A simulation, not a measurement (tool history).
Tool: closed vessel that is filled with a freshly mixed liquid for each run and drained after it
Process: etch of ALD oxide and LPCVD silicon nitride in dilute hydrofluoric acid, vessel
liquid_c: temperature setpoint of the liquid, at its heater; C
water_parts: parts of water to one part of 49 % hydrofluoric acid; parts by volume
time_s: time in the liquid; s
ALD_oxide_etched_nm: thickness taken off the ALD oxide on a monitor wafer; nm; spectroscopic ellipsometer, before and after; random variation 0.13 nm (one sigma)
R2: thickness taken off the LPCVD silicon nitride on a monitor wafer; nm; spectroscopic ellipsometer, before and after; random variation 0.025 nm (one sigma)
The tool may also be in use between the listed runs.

{"run": 1, "hour": 0.0, "liquid_c": 26, "water_parts": 100, "time_s": 150, "ALD_oxide_etched_nm": 32.919, "R2": 0.95733}
{"run": 2, "hour": 4.5, "liquid_c": 25.5, "water_parts": 100, "time_s": 150, "ALD_oxide_etched_nm": 32.404, "R2": 0.90313}
{"run": 3, "hour": 10.5, "liquid_c": 25, "water_parts": 100, "time_s": 150, "ALD_oxide_etched_nm": 31.538, "R2": 0.89201}
{"run": 4, "hour": 14.8, "liquid_c": 24.5, "water_parts": 100, "time_s": 150, "ALD_oxide_etched_nm": 31.432, "R2": 0.80024}
{"run": 5, "hour": 19.6, "liquid_c": 24.5, "water_parts": 105, "time_s": 150, "ALD_oxide_etched_nm": 29.548, "R2": 0.79501}
{"run": 6, "hour": 21.6, "liquid_c": 27.5, "water_parts": 105, "time_s": 150, "ALD_oxide_etched_nm": 33.375, "R2": 0.96478}
{"run": 7, "hour": 22.7, "liquid_c": 27, "water_parts": 105, "time_s": 150, "ALD_oxide_etched_nm": 32.161, "R2": 0.91939}
{"run": 8, "hour": 23.7, "liquid_c": 26.5, "water_parts": 105, "time_s": 150, "ALD_oxide_etched_nm": 31.843, "R2": 0.94056}
{"run": 9, "hour": 25.8, "liquid_c": 26, "water_parts": 105, "time_s": 150, "ALD_oxide_etched_nm": 30.92, "R2": 0.94467}
{"run": 10, "hour": 33.9, "liquid_c": 25.5, "water_parts": 105, "time_s": 150, "ALD_oxide_etched_nm": 30.705, "R2": 0.87638}
{"run": 11, "hour": 43.1, "liquid_c": 25, "water_parts": 105, "time_s": 150, "ALD_oxide_etched_nm": 29.941, "R2": 0.79906}

The next listed run, before its measurement:
{"run": 12, "hour": 44.1, "liquid_c": 24, "water_parts": 115, "time_s": 150, "ALD_oxide_etched_nm": "?", "R2": "?"}

Run 12 gave ALD_oxide_etched_nm 26.172 nm, R2 0.73131 nm.

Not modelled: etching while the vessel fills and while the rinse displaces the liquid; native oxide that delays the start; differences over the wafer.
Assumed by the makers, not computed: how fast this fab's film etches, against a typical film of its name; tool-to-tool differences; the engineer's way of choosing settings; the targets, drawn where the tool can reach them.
